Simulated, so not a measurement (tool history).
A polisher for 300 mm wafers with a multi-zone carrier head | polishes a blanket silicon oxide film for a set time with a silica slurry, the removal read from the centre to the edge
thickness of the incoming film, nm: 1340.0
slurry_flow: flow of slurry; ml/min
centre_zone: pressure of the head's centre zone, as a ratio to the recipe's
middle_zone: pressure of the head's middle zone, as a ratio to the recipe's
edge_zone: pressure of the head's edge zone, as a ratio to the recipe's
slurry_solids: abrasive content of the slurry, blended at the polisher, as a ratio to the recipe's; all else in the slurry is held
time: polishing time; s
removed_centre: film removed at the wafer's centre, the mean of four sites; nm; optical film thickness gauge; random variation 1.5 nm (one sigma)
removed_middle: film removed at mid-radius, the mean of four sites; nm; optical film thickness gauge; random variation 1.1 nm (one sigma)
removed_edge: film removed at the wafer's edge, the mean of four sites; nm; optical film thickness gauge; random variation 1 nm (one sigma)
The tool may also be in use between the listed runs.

run  hour  slurry_flow  centre_zone  middle_zone  edge_zone  slurry_solids  time  removed_centre  removed_middle  removed_edge
  1   0.0          240         1.00         1.00       1.00           1.00    42          109.78          115.51        111.82
  2   0.8          290         1.00         1.00       1.00           1.00    42          109.02          114.82        112.56
  3   2.8          290         1.00         1.00       1.00           1.00    49          130.67          134.35        133.13
  4   8.7          290         1.08         1.00       1.00           1.00    49          139.13          134.71        131.41
  5  14.6          290         1.08         0.99       0.99           1.00    49          139.86          134.16        131.92
  6  18.2          290         1.08         0.99       0.99           1.15    49          145.78          138.20        136.81

Forecast run 7:
  7  22.3          290         1.07         0.97       0.96           1.10    49               ?               ?             ?

{"run 7": {"removed_centre": 141.01, "removed_middle": 134.28, "removed_edge": 133.44}}

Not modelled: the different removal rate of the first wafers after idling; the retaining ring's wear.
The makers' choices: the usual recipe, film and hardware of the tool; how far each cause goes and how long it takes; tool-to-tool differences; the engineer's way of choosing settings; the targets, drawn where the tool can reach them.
